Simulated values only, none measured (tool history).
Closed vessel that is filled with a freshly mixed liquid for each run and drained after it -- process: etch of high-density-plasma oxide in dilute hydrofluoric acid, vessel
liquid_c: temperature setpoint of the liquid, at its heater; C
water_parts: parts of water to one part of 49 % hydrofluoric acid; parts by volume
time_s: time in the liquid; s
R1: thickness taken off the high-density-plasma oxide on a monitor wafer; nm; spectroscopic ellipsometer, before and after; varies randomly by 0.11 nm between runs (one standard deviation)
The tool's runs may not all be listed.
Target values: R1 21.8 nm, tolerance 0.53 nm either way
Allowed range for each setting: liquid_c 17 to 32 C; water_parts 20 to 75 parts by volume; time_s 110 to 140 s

run 1 hour=0 | liquid_c=24 water_parts=45 time_s=140 | R1=17.751
run 2 hour=5.1 | liquid_c=24 water_parts=45 time_s=110 | R1=14.069
run 3 hour=11.3 | liquid_c=24 water_parts=55 time_s=110 | R1=11.181
run 4 hour=17.4 | liquid_c=21.5 water_parts=55 time_s=110 | R1=10.092
run 5 hour=21.2 | liquid_c=24 water_parts=55 time_s=110 | R1=11.439
run 6 hour=23.8 | liquid_c=20.5 water_parts=55 time_s=110 | R1=9.7678
run 7 hour=29 | liquid_c=22.5 water_parts=55 time_s=110 | R1=10.643
run 8 hour=31.8 | liquid_c=26.5 water_parts=40 time_s=110 | R1=17.647
run 9 hour=36.4 | liquid_c=27.5 water_parts=40 time_s=110 | R1=18.442
run 10 hour=40.4 | liquid_c=28 water_parts=40 time_s=110 | R1=18.695
run 11 hour=47.4 | liquid_c=28.5 water_parts=40 time_s=110 | R1=18.964
run 12 hour=50.4 | liquid_c=29 water_parts=40 time_s=110 | R1=19.419
run 13 hour=53.8 | liquid_c=29.5 water_parts=40 time_s=110 | R1=19.692
run 14 hour=58.8 | liquid_c=30 water_parts=40 time_s=110 | R1=20.367
run 15 hour=65.1 | liquid_c=30.5 water_parts=40 time_s=110 | R1=20.582

Next run, 4 choices. One meets every target within its allowed miss, the rest don't. Which?
run A hour=71.4 | liquid_c=29 water_parts=35 time_s=115 | R1=?
run B hour=71.4 | liquid_c=22.5 water_parts=30 time_s=125 | R1=?
run C hour=71.4 | liquid_c=32 water_parts=40 time_s=110 | R1=?
run D hour=71.4 | liquid_c=31 water_parts=40 time_s=120 | R1=?

move=A R1=23.471
move=B R1=22.931
move=C R1=21.946
move=D R1=23.021
A: takes the result that was furthest off past its target
B: takes the result that was furthest off past its target
C: every result lands within tolerance
D: takes the result that was furthest off past its target
The right move is C.
